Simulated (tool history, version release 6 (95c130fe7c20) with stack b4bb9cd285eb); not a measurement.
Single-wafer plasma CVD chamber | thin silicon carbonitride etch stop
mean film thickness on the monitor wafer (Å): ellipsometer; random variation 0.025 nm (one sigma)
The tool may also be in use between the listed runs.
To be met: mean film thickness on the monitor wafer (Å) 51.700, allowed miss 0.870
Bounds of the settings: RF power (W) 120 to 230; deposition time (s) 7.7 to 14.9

run,day,RF power (W),deposition time (s),mean film thickness on the monitor wafer (Å)
1,0.000,175,11.3,65.557
2,0.317,170,11.1,63.382
3,0.425,170,12.3,70.948
4,0.483,170,13.7,78.818
5,0.558,150,13.7,76.237
6,0.879,150,13.1,73.077
7,0.954,150,12.7,70.773
8,1.296,150,12.4,69.153
9,1.429,150,12.1,66.420
10,1.479,145,11.9,65.764
11,1.654,145,11.6,63.795

Which of these 5 next moves meets every target?
A,1.829,135,9.3,?
B,1.829,125,9.8,?
C,1.829,155,9.6,?
D,1.829,120,11.5,?
E,1.829,130,10.0,?

move,mean film thickness on the monitor wafer (Å)
A,50.103
B,51.715
C,53.700
D,60.026
E,53.329
A: takes the result that was furthest off past its target
B: meets every target
C: nearer than the last run, and not there yet
D: nearer than the last run, and not there yet
E: nearer than the last run, and not there yet
Answer: B
